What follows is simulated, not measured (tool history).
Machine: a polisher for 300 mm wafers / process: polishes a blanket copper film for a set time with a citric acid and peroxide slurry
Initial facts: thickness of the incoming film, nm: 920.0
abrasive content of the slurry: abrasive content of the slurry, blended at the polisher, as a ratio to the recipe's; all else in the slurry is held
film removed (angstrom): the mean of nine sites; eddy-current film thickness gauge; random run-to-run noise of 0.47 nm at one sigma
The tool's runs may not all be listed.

| run | hour | flow of slurry (ml/min) | pressure of the wafer on the pad (psi) | speed of the pad under the wafer (cm/s) | abrasive content of the slurry | polishing time (s) | film removed (angstrom) |
|---|---|---|---|---|---|---|---|
| 1 | 0 | 310 | 3.3 | 126 | 1 | 45 | 1339 |
| 2 | 1.1 | 310 | 2.8 | 120 | 1 | 45 | 1111 |
| 3 | 6.9 | 310 | 3.3 | 120 | 1 | 45 | 1302.4 |
| 4 | 11 | 310 | 3.3 | 150 | 1 | 45 | 1525.9 |
| 5 | 19.7 | 310 | 3.3 | 150 | 1 | 45 | 1540.2 |
| 6 | 20.9 | 310 | 2.8 | 134 | 1 | 45 | 1203.9 |
| 7 | 25.7 | 310 | 2.5 | 124 | 1 | 45 | 1015.4 |

Run 8 has not been measured yet. What should we expect?
| 8 | 34.4 | 310 | 2.2 | 118 | 1 | 45 | ? |

Run 8 yielded film removed (angstrom) 879.71.
